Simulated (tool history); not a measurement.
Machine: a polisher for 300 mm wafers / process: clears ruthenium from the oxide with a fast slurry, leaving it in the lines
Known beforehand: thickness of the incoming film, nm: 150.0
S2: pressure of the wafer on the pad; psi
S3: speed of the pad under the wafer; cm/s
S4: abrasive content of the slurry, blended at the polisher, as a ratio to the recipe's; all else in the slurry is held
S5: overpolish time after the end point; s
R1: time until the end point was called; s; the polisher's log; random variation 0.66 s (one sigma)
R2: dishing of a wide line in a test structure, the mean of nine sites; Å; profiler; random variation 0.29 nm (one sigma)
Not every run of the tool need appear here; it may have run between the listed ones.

run 1 hour=0.0 | flow_of_slurry_(ml/min)=225 S2=2.7 S3=100 S4=1.00 S5=29 | R1=33.609 R2=748.02
run 2 hour=8.2 | flow_of_slurry_(ml/min)=225 S2=2.6 S3=94 S4=1.00 S5=26 | R1=36.844 R2=648.17
run 3 hour=11.8 | flow_of_slurry_(ml/min)=225 S2=2.6 S3=94 S4=0.80 S5=26 | R1=39.188 R2=610.13
run 4 hour=16.5 | flow_of_slurry_(ml/min)=225 S2=2.6 S3=80 S4=0.80 S5=26 | R1=45.059 R2=555.13
run 5 hour=21.0 | flow_of_slurry_(ml/min)=225 S2=2.6 S3=80 S4=0.80 S5=15 | R1=43.759 R2=351.77
run 6 hour=23.6 | flow_of_slurry_(ml/min)=225 S2=2.6 S3=80 S4=1.00 S5=15 | R1=42.406 R2=379.22
run 7 hour=30.9 | flow_of_slurry_(ml/min)=235 S2=2.8 S3=76 S4=0.90 S5=14 | R1=41.390 R2=353.48
run 8 hour=32.5 | flow_of_slurry_(ml/min)=245 S2=3.0 S3=74 S4=0.85 S5=13 | R1=40.930 R2=343.61
run 9 hour=37.6 | flow_of_slurry_(ml/min)=265 S2=3.2 S3=72 S4=0.80 S5=12 | R1=40.315 R2=321.48
run 10 hour=41.9 | flow_of_slurry_(ml/min)=280 S2=3.4 S3=72 S4=0.80 S5=11 | R1=36.876 R2=314.35

Expected results for the next run?
run 11 hour=46.7 | flow_of_slurry_(ml/min)=285 S2=3.5 S3=72 S4=0.80 S5=11 | R1=? R2=?

{"run 11": {"R1": 35.921, "R2": 323.65}}
